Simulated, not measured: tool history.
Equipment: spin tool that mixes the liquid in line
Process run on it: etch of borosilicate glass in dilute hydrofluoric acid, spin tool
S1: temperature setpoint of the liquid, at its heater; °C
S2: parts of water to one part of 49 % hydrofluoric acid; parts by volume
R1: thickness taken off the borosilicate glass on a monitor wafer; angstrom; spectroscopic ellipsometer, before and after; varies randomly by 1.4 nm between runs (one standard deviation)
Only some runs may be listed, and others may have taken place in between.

run 1 hour=0 | S1=25 S2=100 time_under_the_liquid_(s)=295 | R1=771.49
run 2 hour=6.5 | S1=25 S2=100 time_under_the_liquid_(s)=315 | R1=831.71
run 3 hour=14 | S1=25 S2=100 time_under_the_liquid_(s)=295 | R1=778.67
run 4 hour=21.4 | S1=27 S2=75 time_under_the_liquid_(s)=300 | R1=1177.3
run 5 hour=25.4 | S1=28.5 S2=60 time_under_the_liquid_(s)=300 | R1=1592.9
run 6 hour=30.8 | S1=31 S2=60 time_under_the_liquid_(s)=300 | R1=1754.4
run 7 hour=31.4 | S1=31.5 S2=50 time_under_the_liquid_(s)=300 | R1=2201.2

What will run 8 give?
run 8 hour=37 | S1=33 S2=35 time_under_the_liquid_(s)=300 | R1=?

{"run 8": {"R1": 3413.5}}
